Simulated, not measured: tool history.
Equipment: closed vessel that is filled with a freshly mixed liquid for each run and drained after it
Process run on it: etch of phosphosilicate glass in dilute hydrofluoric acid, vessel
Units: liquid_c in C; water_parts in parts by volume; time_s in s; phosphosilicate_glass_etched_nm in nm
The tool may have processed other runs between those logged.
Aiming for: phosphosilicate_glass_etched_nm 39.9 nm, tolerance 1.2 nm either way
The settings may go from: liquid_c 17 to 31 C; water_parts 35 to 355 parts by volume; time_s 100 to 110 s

run    day  liquid_c  water_parts  time_s  phosphosilicate_glass_etched_nm
  1      0        23          195     100                           76.535
  2  0.171        22          205     100                           69.427
  3  0.321      21.5          215     100                           64.004
  4  0.475      21.5          215     110                           70.958
  5  0.529      21.5          215     110                           69.842
  6  0.862        21          225     110                           66.016
  7  1.092      20.5          235     110                           60.683
  8    1.3        20          240     110                           58.335
  9  1.388      19.5          245     110                           55.543
 10  1.479        19          250     110                           52.733
 11  1.754      18.5          255     110                           50.076
 12  2.083      18.5          255     110                           50.821
 13  2.146      18.5          260     110                            50.23
     2.283  -- hydrofluoric acid flow meter replaced
 14  2.283      18.5          265     110                           54.071
 15  2.404      18.5          275     110                           50.457
 16  2.554      18.5          285     110                           48.594
 17  2.796      18.5          290     110                            48.77

Which one of the following 4 next-run settings gets every result inside its allowed miss? There is exactly one.
  A  3.038        21          255     100                                ?
  B  3.038      18.5          310     100                                ?
  C  3.038        17          295     110                                ?
  D  3.038        23          305     110                                ?

move  phosphosilicate_glass_etched_nm
   A                           56.588
   B                           40.384
   C                           44.694
   D                           53.338
A: its largest miss is bigger than the last run's
B: hits every target within its allowed miss
C: better than the last run, though not everything is in spec
D: its largest miss is bigger than the last run's
The move that meets every target is B.
